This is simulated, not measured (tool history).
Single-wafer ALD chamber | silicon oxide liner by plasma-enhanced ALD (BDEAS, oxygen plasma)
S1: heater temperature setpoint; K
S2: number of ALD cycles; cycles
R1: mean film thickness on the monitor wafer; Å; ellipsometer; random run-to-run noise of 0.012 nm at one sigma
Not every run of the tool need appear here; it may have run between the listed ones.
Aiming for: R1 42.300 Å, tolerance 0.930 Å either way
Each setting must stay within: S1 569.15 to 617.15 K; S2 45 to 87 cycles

Run 1, hour 0.0: S1 593.15 K, S2 66 cycles. Result: R1 51.471 Å.
Run 2, hour 8.4: S1 588.15 K, S2 66 cycles. Result: R1 51.948 Å.
Run 3, hour 13.2: S1 581.15 K, S2 66 cycles. Result: R1 52.526 Å.
Run 4, hour 22.2: S1 581.15 K, S2 64 cycles. Result: R1 51.133 Å.
Run 5, hour 27.2: S1 590.15 K, S2 64 cycles. Result: R1 50.328 Å.
Run 6, hour 30.0: S1 590.15 K, S2 62 cycles. Result: R1 48.699 Å.
Run 7, hour 33.5: S1 590.15 K, S2 61 cycles. Result: R1 47.781 Å.
Run 8, hour 41.1: S1 590.15 K, S2 60 cycles. Result: R1 47.304 Å.
Run 9, hour 43.1: S1 590.15 K, S2 59 cycles. Result: R1 46.450 Å.
At hour 49.7: thermocouple changed; heater temperature recalibrated.
Run 10, hour 49.7: S1 590.15 K, S2 58 cycles. Result: R1 45.982 Å.
Run 11, hour 50.6: S1 590.15 K, S2 58 cycles. Result: R1 46.164 Å.
Run 12, hour 51.5: S1 590.15 K, S2 57 cycles. Result: R1 45.219 Å.
Run 13, hour 53.8: S1 590.15 K, S2 56 cycles. Result: R1 44.404 Å.
Run 14, hour 59.0: S1 591.15 K, S2 52 cycles. Result: R1 41.303 Å.
Run 15, hour 64.1: S1 591.15 K, S2 52 cycles. Result: R1 40.994 Å.

Which one of the following 5 next-run settings gets every result inside its allowed miss? There is exactly one.
Run A, hour 69.2: S1 602.15 K, S2 52 cycles. Result: R1 ?.
Run B, hour 69.2: S1 607.15 K, S2 55 cycles. Result: R1 ?.
Run C, hour 69.2: S1 601.15 K, S2 51 cycles. Result: R1 ?.
Run D, hour 69.2: S1 569.15 K, S2 48 cycles. Result: R1 ?.
Run E, hour 69.2: S1 591.15 K, S2 51 cycles. Result: R1 ?.

move      R1
   A  40.426
   B  42.403
   C  39.715
   D  40.013
   E  40.375
A: its largest miss is bigger than the last run's
B: meets every target
C: its largest miss is bigger than the last run's
D: its largest miss is bigger than the last run's
E: its largest miss is bigger than the last run's
Correct choice: B, which meets every target
